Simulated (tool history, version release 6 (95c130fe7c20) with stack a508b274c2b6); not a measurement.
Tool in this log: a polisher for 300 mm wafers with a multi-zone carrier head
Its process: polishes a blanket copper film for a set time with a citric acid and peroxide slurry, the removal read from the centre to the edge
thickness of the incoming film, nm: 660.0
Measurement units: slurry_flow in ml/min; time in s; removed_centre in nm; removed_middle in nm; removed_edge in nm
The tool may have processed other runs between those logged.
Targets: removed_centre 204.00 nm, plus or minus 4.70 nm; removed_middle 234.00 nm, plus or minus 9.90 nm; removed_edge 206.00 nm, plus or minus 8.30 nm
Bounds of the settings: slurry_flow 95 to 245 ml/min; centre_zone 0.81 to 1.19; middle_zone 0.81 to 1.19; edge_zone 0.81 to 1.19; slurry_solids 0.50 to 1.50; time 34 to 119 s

run  hour  slurry_flow  centre_zone  middle_zone  edge_zone  slurry_solids  time  removed_centre  removed_middle  removed_edge
  1   0.0          155         1.00         1.00       1.00           1.00    76          172.38          177.99        175.34
  2   3.1          155         0.94         1.00       1.00           1.00    76          160.14          175.16        174.20
  3  10.7          165         0.95         1.02       1.02           1.00    76          165.43          182.98        178.83
  4  19.4          175         0.96         1.04       1.03           1.00    76          169.55          185.09        180.20
  5  20.8          180         0.96         1.06       1.03           1.05    76          169.04          194.99        182.25
  6  26.8          185         0.97         1.07       1.04           1.10    76          173.32          197.65        186.27
  7  28.5          190         0.98         1.08       1.04           1.15    76          178.72          202.80        184.41
  8  34.3          195         0.99         1.09       1.05           1.15    76          181.80          204.29        186.80
  9  42.4          200         0.99         1.10       1.06           1.20    76          185.11          206.07        187.66
 10  44.2          205         0.99         1.11       1.07           1.20    76          186.42          211.17        191.02
 11  51.4          240         1.03         1.16       1.12           1.25    76          195.29          218.71        197.39

Next run, 4 choices. One meets every target within its allowed miss, the rest don't. Which?
  A  58.6          245         1.12         1.08       1.16           1.15    75               ?               ?             ?
  B  58.6          235         0.94         1.19       1.08           1.25    80               ?               ?             ?
  C  58.6          235         0.99         1.13       1.06           1.45    80               ?               ?             ?
  D  58.6          245         1.00         1.16       1.14           1.20    75               ?               ?             ?

move  removed_centre  removed_middle  removed_edge
   A          207.91          206.05        198.97
   B          187.28          240.91        206.09
   C          201.86          235.74        209.13
   D          186.76          220.62        198.23
A: corrects the largest miss of the last run, while another result sits out of spec
B: further off than the last run
C: meets every target
D: further off than the last run
Move C is the one to make.
